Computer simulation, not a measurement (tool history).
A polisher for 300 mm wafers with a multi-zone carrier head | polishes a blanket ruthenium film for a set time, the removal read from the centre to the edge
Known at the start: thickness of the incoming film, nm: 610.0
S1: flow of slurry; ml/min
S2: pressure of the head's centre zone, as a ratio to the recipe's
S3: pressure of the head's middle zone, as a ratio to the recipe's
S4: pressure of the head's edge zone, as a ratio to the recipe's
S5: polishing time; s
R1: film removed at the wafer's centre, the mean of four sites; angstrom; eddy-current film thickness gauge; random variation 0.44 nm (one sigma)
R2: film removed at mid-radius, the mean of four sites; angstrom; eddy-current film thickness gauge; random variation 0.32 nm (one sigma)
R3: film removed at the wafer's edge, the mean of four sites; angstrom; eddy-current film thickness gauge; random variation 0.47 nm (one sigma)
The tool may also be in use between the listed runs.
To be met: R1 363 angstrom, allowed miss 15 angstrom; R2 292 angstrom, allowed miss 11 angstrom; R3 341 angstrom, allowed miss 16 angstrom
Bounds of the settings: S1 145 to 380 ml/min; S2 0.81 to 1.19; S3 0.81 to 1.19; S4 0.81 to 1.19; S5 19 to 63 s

Run 1, hour 0: S1 245 ml/min, S2 1, S3 1, S4 1, S5 41 s. Result: R1 379.07 angstrom, R2 371.34 angstrom, R3 382.12 angstrom.
Run 2, hour 6.6: S1 245 ml/min, S2 1, S3 1, S4 1, S5 45 s. Result: R1 411.84 angstrom, R2 405.44 angstrom, R3 420.2 angstrom.
Run 3, hour 13.8: S1 245 ml/min, S2 1, S3 0.96, S4 1, S5 45 s. Result: R1 420.27 angstrom, R2 392.53 angstrom, R3 415.69 angstrom.
Run 4, hour 19.2: S1 245 ml/min, S2 1, S3 0.96, S4 0.92, S5 45 s. Result: R1 413.48 angstrom, R2 399.76 angstrom, R3 411.69 angstrom.
Run 5, hour 20.4: S1 285 ml/min, S2 1, S3 0.96, S4 0.92, S5 45 s. Result: R1 416.67 angstrom, R2 403.57 angstrom, R3 406.79 angstrom.
Run 6, hour 28.8: S1 275 ml/min, S2 1.01, S3 0.91, S4 0.94, S5 42 s. Result: R1 399.06 angstrom, R2 365.87 angstrom, R3 384.76 angstrom.
Run 7, hour 33.4: S1 265 ml/min, S2 1.02, S3 0.88, S4 0.96, S5 40 s. Result: R1 383.01 angstrom, R2 335.19 angstrom, R3 360.27 angstrom.
Run 8, hour 40.5: S1 255 ml/min, S2 1.02, S3 0.86, S4 0.98, S5 39 s. Result: R1 366.9 angstrom, R2 324.22 angstrom, R3 363.72 angstrom.
Run 9, hour 48.7: S1 250 ml/min, S2 1.04, S3 0.84, S4 0.98, S5 38 s. Result: R1 360.29 angstrom, R2 309.07 angstrom, R3 346.89 angstrom.

Which of these 4 next moves meets every target?
Run A, hour 56.9: S1 320 ml/min, S2 1.02, S3 0.88, S4 0.96, S5 37 s. Result: R1 ?, R2 ?, R3 ?.
Run B, hour 56.9: S1 250 ml/min, S2 1.01, S3 0.85, S4 0.88, S5 41 s. Result: R1 ?, R2 ?, R3 ?.
Run C, hour 56.9: S1 285 ml/min, S2 1, S3 0.95, S4 0.94, S5 37 s. Result: R1 ?, R2 ?, R3 ?.
Run D, hour 56.9: S1 180 ml/min, S2 1.11, S3 0.86, S4 1.04, S5 37 s. Result: R1 ?, R2 ?, R3 ?.

move      R1      R2      R3
   A  359.72  313.82  339.43
   B  383.31  330.34  355.98
   C  348.33  328.42  333.25
   D  360.93  286.62  332.45
A: further off than the last run
B: further off than the last run
C: further off than the last run
D: meets every target
The right move is D.
